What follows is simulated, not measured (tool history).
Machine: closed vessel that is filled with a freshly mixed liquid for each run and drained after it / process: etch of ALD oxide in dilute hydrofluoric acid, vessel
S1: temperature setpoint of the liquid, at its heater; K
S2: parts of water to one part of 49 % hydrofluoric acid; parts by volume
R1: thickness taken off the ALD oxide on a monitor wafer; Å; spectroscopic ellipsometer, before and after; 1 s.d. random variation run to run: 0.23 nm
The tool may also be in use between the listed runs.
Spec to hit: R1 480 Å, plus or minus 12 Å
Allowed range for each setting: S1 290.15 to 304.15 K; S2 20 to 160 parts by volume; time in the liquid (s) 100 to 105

{"run": 1, "hour": 0.0, "S1": 296.15, "S2": 90, "time in the liquid (s)": 100, "R1": 324.77}
{"run": 2, "hour": 9.2, "S1": 296.15, "S2": 100, "time in the liquid (s)": 100, "R1": 288.33}
{"run": 3, "hour": 13.9, "S1": 296.15, "S2": 100, "time in the liquid (s)": 100, "R1": 287.94}
{"run": 4, "hour": 21.5, "S1": 296.15, "S2": 100, "time in the liquid (s)": 105, "R1": 301.16}
{"run": 5, "hour": 24.2, "S1": 297.15, "S2": 100, "time in the liquid (s)": 105, "R1": 316.6}
{"hour": 29.4, "done": "thermometer replaced"}
{"run": 6, "hour": 29.4, "S1": 297.15, "S2": 100, "time in the liquid (s)": 105, "R1": 346.23}
{"run": 7, "hour": 31.5, "S1": 301.15, "S2": 95, "time in the liquid (s)": 105, "R1": 428.06}
{"run": 8, "hour": 35.2, "S1": 301.65, "S2": 95, "time in the liquid (s)": 105, "R1": 436.67}
{"run": 9, "hour": 39.7, "S1": 302.65, "S2": 95, "time in the liquid (s)": 105, "R1": 451.41}

Below are 4 possible settings for the next run. Only one of them brings all results inside the allowed miss of their targets. Which is it?
{"run": "A", "hour": 44.2, "S1": 302.15, "S2": 85, "time in the liquid (s)": 105, "R1": "?"}
{"run": "B", "hour": 44.2, "S1": 298.65, "S2": 85, "time in the liquid (s)": 100, "R1": "?"}
{"run": "C", "hour": 44.2, "S1": 298.65, "S2": 75, "time in the liquid (s)": 100, "R1": "?"}
{"run": "D", "hour": 44.2, "S1": 302.15, "S2": 90, "time in the liquid (s)": 100, "R1": "?"}

move=A R1=506.74
move=B R1=421.13
move=C R1=483.59
move=D R1=452.6
A: takes the result that was furthest off past its target
B: lands further from the targets than the last run did
C: all results land within tolerance of their targets
D: neither nearer nor further off than the last run
Move C is the one to make.
